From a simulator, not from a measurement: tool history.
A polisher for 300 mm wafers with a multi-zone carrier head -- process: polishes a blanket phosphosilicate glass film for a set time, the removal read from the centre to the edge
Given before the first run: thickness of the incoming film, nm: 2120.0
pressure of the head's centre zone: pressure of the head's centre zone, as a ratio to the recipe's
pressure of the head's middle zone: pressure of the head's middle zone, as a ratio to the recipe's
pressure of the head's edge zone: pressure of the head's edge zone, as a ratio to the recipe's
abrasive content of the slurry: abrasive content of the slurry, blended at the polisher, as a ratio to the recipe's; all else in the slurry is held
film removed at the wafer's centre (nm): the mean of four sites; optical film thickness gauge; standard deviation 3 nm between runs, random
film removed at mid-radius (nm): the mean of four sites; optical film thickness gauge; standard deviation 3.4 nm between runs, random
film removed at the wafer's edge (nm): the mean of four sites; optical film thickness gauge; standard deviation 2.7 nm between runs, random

run	day	flow of slurry (ml/min)	pressure of the head's centre zone	pressure of the head's middle zone	pressure of the head's edge zone	abrasive content of the slurry	polishing time (s)	film removed at the wafer's centre (nm)	film removed at mid-radius (nm)	film removed at the wafer's edge (nm)
1	0.000	150	1.00	1.00	1.00	1.00	36	253.70	255.75	259.26
2	0.233	160	0.99	1.01	1.03	1.00	36	252.88	256.08	259.93
3	0.479	160	0.99	1.01	1.03	1.00	27	188.95	190.91	198.28
4	0.796	155	0.98	1.01	1.04	1.10	28	205.84	205.34	214.00
5	0.975	155	0.91	1.01	1.04	1.10	28	190.55	210.19	212.96
6	1.192	155	0.90	1.01	1.06	1.20	29	201.53	226.27	232.60
7	1.388	160	0.91	1.02	1.08	1.25	30	213.07	240.38	249.95

Run 8 comes next. What will it give?
8	1.583	165	0.93	1.04	1.09	1.30	30	?	?	?

film removed at the wafer's centre (nm): 230.07
film removed at mid-radius (nm): 248.57
film removed at the wafer's edge (nm): 252.50
